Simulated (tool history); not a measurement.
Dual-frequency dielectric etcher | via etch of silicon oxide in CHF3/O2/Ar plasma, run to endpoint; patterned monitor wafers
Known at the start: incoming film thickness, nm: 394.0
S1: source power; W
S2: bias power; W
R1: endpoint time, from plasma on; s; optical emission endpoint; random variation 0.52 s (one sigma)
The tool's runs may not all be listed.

{"run": 1, "hour": 0.0, "S1": 840, "S2": 238, "R1": 155.84}
{"run": 2, "hour": 1.8, "S1": 840, "S2": 219, "R1": 160.86}
{"run": 3, "hour": 4.3, "S1": 960, "S2": 219, "R1": 148.79}
{"run": 4, "hour": 5.6, "S1": 990, "S2": 220, "R1": 147.34}
{"run": 5, "hour": 12.1, "S1": 1060, "S2": 220, "R1": 142.29}
{"run": 6, "hour": 16.6, "S1": 1060, "S2": 187, "R1": 150.78}
{"run": 7, "hour": 21.0, "S1": 1080, "S2": 194, "R1": 147.88}
{"run": 8, "hour": 21.7, "S1": 1100, "S2": 200, "R1": 143.96}
{"run": 9, "hour": 30.6, "S1": 1120, "S2": 204, "R1": 143.12}
{"run": 10, "hour": 32.3, "S1": 1130, "S2": 210, "R1": 141.06}

Forecast run 11:
{"run": 11, "hour": 34.8, "S1": 1140, "S2": 215, "R1": "?"}

{"run 11": {"R1": 138.67}}
